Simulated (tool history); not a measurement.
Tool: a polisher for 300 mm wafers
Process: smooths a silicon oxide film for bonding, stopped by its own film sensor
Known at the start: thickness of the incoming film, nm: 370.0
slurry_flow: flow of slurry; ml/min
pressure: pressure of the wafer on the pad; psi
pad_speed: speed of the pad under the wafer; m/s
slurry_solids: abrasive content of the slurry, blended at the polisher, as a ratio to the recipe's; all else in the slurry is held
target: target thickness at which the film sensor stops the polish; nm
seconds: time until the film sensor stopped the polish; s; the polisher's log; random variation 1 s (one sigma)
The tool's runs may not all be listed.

run,hour,slurry_flow,pressure,pad_speed,slurry_solids,target,seconds
1,0.0,180,1.4,0.90,1.0,330,104.580
2,5.1,180,1.6,0.90,1.0,330,91.851
3,7.4,180,1.6,0.90,1.0,334,84.399
4,12.1,180,1.7,0.92,1.0,334,73.233
5,16.7,205,1.7,0.92,1.0,334,74.822
6,22.2,205,1.8,0.92,1.0,334,73.710
7,24.4,205,1.8,0.92,1.0,334,72.429
8,28.4,205,1.8,0.92,1.0,334,70.906

Run 9 comes next. What will it give?
9,33.8,205,1.9,0.92,1.0,334,?

seconds: 67.043 s

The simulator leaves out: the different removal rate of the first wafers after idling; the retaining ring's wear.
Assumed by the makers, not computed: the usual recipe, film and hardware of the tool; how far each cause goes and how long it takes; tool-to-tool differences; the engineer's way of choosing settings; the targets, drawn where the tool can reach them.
